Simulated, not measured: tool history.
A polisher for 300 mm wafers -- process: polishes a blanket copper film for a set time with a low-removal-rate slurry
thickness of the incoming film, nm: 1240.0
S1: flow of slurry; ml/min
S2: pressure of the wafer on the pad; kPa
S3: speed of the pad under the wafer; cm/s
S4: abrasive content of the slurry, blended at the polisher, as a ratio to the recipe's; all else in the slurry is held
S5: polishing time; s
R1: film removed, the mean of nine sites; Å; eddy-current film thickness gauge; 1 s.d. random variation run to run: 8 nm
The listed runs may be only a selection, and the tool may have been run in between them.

run,hour,S1,S2,S3,S4,S5,R1
1,0,130,18.6,134,1,85,3306
2,5.1,130,18.6,162,1,85,4020
3,12.8,100,18.6,162,1,85,3817.3
4,14.1,100,18.6,162,0.8,85,3748.2
5,20.6,100,20,162,0.8,85,3841.3
6,26.1,100,20,162,0.8,90,4038
7,33.9,105,21.4,164,0.8,90,4384.1
8,36.5,105,22.1,164,0.8,90,4570.6
9,43.5,110,22.8,164,0.8,90,4625.9

The next listed run, before its measurement:
10,44.3,110,23.4,166,0.8,90,?

Run 10 measured R1 4783.5 Å.

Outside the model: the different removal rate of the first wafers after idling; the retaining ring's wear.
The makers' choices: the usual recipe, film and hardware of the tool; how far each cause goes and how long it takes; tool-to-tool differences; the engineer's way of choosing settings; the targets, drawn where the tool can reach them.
